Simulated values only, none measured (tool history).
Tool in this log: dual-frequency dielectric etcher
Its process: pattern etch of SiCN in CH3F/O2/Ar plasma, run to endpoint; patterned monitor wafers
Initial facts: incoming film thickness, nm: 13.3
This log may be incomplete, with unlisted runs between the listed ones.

run 1 hour=0 | source_power_(W)=320 bias_power_(W)=89 | endpoint_time_(s)=34.276
run 2 hour=0.8 | source_power_(W)=290 bias_power_(W)=85 | endpoint_time_(s)=35.735
run 3 hour=9.4 | source_power_(W)=290 bias_power_(W)=91 | endpoint_time_(s)=34.945
run 4 hour=10.4 | source_power_(W)=290 bias_power_(W)=106 | endpoint_time_(s)=32.679
run 5 hour=11.5 | source_power_(W)=270 bias_power_(W)=98 | endpoint_time_(s)=34.856
run 6 hour=18.7 | source_power_(W)=250 bias_power_(W)=93 | endpoint_time_(s)=36.406
run 7 hour=22.7 | source_power_(W)=240 bias_power_(W)=89 | endpoint_time_(s)=37.54
run 8 hour=23.5 | source_power_(W)=230 bias_power_(W)=86 | endpoint_time_(s)=38.412
run 9 hour=26.6 | source_power_(W)=220 bias_power_(W)=83 | endpoint_time_(s)=39.984
run 10 hour=29.1 | source_power_(W)=210 bias_power_(W)=82 | endpoint_time_(s)=40.735

Run 11, settings as shown, results not yet in. Your forecast:
run 11 hour=34.2 | source_power_(W)=210 bias_power_(W)=82 | endpoint_time_(s)=?

Run 11 yielded endpoint time (s) 40.771.
